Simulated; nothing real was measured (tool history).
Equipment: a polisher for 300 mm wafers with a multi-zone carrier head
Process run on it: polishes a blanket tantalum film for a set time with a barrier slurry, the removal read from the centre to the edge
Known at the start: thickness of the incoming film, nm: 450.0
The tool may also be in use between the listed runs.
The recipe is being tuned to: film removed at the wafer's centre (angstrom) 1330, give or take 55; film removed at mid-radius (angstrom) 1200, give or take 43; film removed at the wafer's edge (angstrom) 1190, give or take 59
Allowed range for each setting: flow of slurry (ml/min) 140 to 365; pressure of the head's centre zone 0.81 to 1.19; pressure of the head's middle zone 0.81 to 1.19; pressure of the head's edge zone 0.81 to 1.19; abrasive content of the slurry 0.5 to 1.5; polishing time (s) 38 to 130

run	day	flow of slurry (ml/min)	pressure of the head's centre zone	pressure of the head's middle zone	pressure of the head's edge zone	abrasive content of the slurry	polishing time (s)	film removed at the wafer's centre (angstrom)	film removed at mid-radius (angstrom)	film removed at the wafer's edge (angstrom)
1	0	235	1	1	1	1	84	1501.7	1498.5	1506.3
2	0.212	235	1	1	1	1	69	1187.4	1228.4	1198
3	0.467	270	1	1	1	1	69	1253.7	1222.4	1248
4	0.496	275	1.02	1	0.98	1	69	1290.1	1223.9	1238.7
5	0.767	275	1.02	1	0.98	1	78	1460.7	1397.1	1437.1
6	1	275	1.02	1	0.98	0.9	78	1381.6	1393.6	1391.3
7	1.125	260	1.04	0.97	0.95	0.9	77	1397.4	1314.8	1340.5
8	1.175	245	1.05	0.96	0.92	0.85	76	1356	1248.9	1269.7
9	1.525	235	1.05	0.96	0.9	0.85	76	1349.6	1233.4	1266.6

Which single option among these 5 for the next run brings every result within its allowed miss of target? Just one does.
A	1.875	170	0.96	0.92	0.92	1	82	?	?	?
B	1.875	295	0.94	0.82	0.89	0.85	84	?	?	?
C	1.875	280	1.06	0.95	0.87	0.85	72	?	?	?
D	1.875	295	0.98	0.98	0.89	0.95	74	?	?	?
E	1.875	240	0.97	0.81	0.95	1	78	?	?	?

move	film removed at the wafer's centre (angstrom)	film removed at mid-radius (angstrom)	film removed at the wafer's edge (angstrom)
A	1321.8	1285.6	1355.1
B	1367.7	1226.8	1377.9
C	1316.8	1180.8	1162.3
D	1298.1	1292.6	1249.9
E	1338.3	1154.1	1357.1
A: moves away from the targets compared with the last run
B: moves away from the targets compared with the last run
C: in spec on every target
D: moves away from the targets compared with the last run
E: moves away from the targets compared with the last run
C is the move that brings every result within its allowed miss.
